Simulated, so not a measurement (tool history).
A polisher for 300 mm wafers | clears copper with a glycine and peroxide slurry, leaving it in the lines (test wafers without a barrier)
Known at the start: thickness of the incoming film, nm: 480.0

run	hour	flow of slurry (ml/min)	pressure of the wafer on the pad (psi)	speed of the pad under the wafer (cm/s)	overpolish time after the end point (s)	time until the end point was called (s)	dishing of a wide line in a test structure (angstrom)
1	0.0	165	1.7	102	9	144.30	169.46
2	0.8	165	1.7	102	7	144.90	140.72
3	7.1	205	1.7	102	7	139.52	146.27
4	15.7	205	1.7	102	5	142.43	112.17
5	18.9	205	1.7	88	5	155.31	104.73
6	22.1	205	1.7	104	5	135.94	112.70
7	29.7	205	1.6	102	5	140.71	104.95
8	38.3	200	1.5	94	6	161.52	111.74

Run 9 comes next. What will it give?
9	45.0	200	1.4	92	6	?	?

time until the end point was called (s): 175.76
dishing of a wide line in a test structure (angstrom): 104.10
